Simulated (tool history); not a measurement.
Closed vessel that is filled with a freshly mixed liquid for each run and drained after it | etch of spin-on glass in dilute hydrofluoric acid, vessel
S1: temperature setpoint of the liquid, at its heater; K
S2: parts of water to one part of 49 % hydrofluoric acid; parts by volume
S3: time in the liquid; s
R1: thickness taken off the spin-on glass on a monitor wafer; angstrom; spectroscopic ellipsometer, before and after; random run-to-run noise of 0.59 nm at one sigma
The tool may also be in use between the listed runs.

run  hour      S1   S2   S3      R1
  1   0.0  294.15  195  145  214.82
  2   8.4  296.15  155  145  308.52
  3  14.1  297.65  130  145  397.70
  4  22.9  301.15  130  145  458.33
  5  26.3  301.15  110  145  548.75
  6  34.6  298.15  110  145  491.92
  7  41.9  299.15  100  145  576.36

Run 8 comes next. What will it give?
  8  47.7  302.15  65  145   ?

{"run 8": {"R1": 1030.9}}

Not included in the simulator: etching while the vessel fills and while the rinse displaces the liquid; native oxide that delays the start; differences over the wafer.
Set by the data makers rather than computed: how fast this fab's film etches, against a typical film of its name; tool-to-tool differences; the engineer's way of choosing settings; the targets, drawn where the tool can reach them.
